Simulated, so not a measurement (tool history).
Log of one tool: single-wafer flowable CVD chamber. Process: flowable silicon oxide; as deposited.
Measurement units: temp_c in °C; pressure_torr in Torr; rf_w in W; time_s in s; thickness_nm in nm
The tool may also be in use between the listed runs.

run,day,temp_c,pressure_torr,rf_w,time_s,thickness_nm
1,0.000,105,1.12,1590,473,375.82
2,0.179,105,1.21,1590,473,404.01
3,0.362,103,1.21,1590,473,427.24
4,0.646,103,1.21,1590,449,409.03
5,0.992,103,1.21,1815,449,426.97
6,1.267,102,1.21,1815,449,441.00
7,1.558,101,1.21,1815,449,453.78
8,1.912,100,1.21,1815,449,465.01
9,2.125,99,1.21,1815,449,483.40

The next listed run, before its measurement:
10,2.371,98,1.21,1815,449,?

Logged for run 10: thickness_nm 496.24 nm.
